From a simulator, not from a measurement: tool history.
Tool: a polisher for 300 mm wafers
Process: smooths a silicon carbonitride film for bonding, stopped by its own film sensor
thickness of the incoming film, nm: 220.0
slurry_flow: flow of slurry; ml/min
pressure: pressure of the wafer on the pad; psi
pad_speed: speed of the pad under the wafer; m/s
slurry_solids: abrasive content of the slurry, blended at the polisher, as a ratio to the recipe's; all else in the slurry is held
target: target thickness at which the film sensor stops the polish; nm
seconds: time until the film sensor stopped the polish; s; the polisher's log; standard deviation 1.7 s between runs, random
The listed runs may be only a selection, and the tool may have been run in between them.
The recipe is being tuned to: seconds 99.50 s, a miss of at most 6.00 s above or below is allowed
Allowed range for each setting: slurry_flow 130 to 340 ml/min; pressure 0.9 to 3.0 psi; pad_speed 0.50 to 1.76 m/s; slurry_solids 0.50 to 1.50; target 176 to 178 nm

run,hour,slurry_flow,pressure,pad_speed,slurry_solids,target,seconds
1,0.0,220,1.9,1.12,1.00,178,157.15
2,4.1,180,1.9,1.12,1.00,178,160.70
3,12.8,180,2.1,1.14,1.00,178,144.06
4,14.5,180,2.3,1.16,1.00,178,134.39
5,15.6,215,2.3,1.16,1.00,178,129.73
6,21.8,215,2.4,1.18,1.00,178,126.44
7,25.3,215,2.5,1.20,1.00,178,119.71
8,30.0,215,2.6,1.22,1.00,178,112.68
9,38.2,215,2.7,1.22,1.00,178,104.14

Next run, 4 choices. One meets every target within its allowed miss, the rest don't. Which?
A,46.4,240,2.7,1.20,0.80,178,?
B,46.4,195,2.5,1.18,1.15,178,?
C,46.4,245,3.0,1.20,0.90,177,?
D,46.4,195,3.0,1.02,1.05,177,?

move,seconds
A,112.39
B,113.69
C,100.55
D,112.89
A: lands further from the targets than the last run did
B: lands further from the targets than the last run did
C: meets every target
D: lands further from the targets than the last run did
C meets every target.
